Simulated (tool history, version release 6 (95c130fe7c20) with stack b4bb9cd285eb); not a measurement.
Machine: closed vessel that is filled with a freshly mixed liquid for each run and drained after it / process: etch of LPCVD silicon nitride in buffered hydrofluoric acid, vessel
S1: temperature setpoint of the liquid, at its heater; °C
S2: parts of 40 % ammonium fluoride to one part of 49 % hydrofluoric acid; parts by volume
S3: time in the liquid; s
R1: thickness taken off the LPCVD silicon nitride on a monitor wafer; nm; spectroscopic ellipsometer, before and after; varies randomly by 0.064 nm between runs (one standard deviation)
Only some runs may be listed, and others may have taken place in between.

{"run": 1, "hour": 0.0, "S1": 22, "S2": 7.5, "S3": 445, "R1": 6.697}
{"run": 2, "hour": 8.4, "S1": 22, "S2": 9.5, "S3": 445, "R1": 5.3385}
{"run": 3, "hour": 13.6, "S1": 22, "S2": 8.5, "S3": 445, "R1": 5.7294}
{"run": 4, "hour": 20.4, "S1": 22, "S2": 7.5, "S3": 445, "R1": 6.6968}
{"run": 5, "hour": 25.4, "S1": 19.5, "S2": 7.5, "S3": 445, "R1": 5.7594}
{"run": 6, "hour": 34.3, "S1": 20.5, "S2": 7.5, "S3": 445, "R1": 6.0586}
{"run": 7, "hour": 39.6, "S1": 21.5, "S2": 7.5, "S3": 445, "R1": 6.4718}
{"run": 8, "hour": 46.9, "S1": 22, "S2": 7.5, "S3": 445, "R1": 6.6351}
{"run": 9, "hour": 48.1, "S1": 22.5, "S2": 7.5, "S3": 445, "R1": 6.7582}

Estimate the outcome of run 10 from the log above:
{"run": 10, "hour": 52.6, "S1": 22.5, "S2": 7.5, "S3": 445, "R1": "?"}

{"run 10": {"R1": 6.7831}}

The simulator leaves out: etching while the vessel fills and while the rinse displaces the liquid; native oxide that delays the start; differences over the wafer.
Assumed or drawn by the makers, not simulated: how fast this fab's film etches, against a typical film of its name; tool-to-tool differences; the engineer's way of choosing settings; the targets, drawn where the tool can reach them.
